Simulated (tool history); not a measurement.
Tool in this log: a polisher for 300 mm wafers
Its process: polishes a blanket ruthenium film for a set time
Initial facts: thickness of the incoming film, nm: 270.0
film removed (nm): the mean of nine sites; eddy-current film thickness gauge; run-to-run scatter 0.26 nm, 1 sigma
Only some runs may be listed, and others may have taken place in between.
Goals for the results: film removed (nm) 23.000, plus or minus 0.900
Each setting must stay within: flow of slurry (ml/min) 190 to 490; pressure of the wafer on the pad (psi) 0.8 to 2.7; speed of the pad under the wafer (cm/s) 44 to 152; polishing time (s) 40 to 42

| run | hour | flow of slurry (ml/min) | pressure of the wafer on the pad (psi) | speed of the pad under the wafer (cm/s) | polishing time (s) | film removed (nm) |
|---|---|---|---|---|---|---|
| 1 | 0.0 | 315 | 1.7 | 98 | 40 | 45.095 |
| 2 | 4.0 | 315 | 1.4 | 94 | 40 | 35.264 |
| 3 | 9.9 | 315 | 1.2 | 92 | 40 | 29.793 |
| 4 | 18.7 | 315 | 1.1 | 92 | 40 | 27.780 |
| 5 | 25.4 | 385 | 1.1 | 92 | 40 | 28.390 |
| 6 | 27.5 | 385 | 1.1 | 110 | 40 | 33.147 |
| 7 | 35.1 | 385 | 1.0 | 104 | 40 | 27.951 |
| 8 | 37.4 | 385 | 0.9 | 102 | 40 | 25.518 |

Of the 5 settings listed for the next run, only one would bring every result within its allowed miss of target. Which one?
| A | 39.7 | 395 | 0.8 | 92 | 40 | ? |
| B | 39.7 | 310 | 0.8 | 120 | 40 | ? |
| C | 39.7 | 345 | 0.8 | 90 | 42 | ? |
| D | 39.7 | 360 | 0.9 | 90 | 40 | ? |
| E | 39.7 | 460 | 1.1 | 94 | 42 | ? |

| move | film removed (nm) |
|---|---|
| A | 20.843 |
| B | 25.715 |
| C | 21.271 |
| D | 22.709 |
| E | 30.424 |
A: moves the result that the last run missed by most past its target, out the other side
B: the biggest miss grows against the last run
C: moves the result that the last run missed by most past its target, out the other side
D: all results in spec
E: the biggest miss grows against the last run
Go with D: it meets all targets.
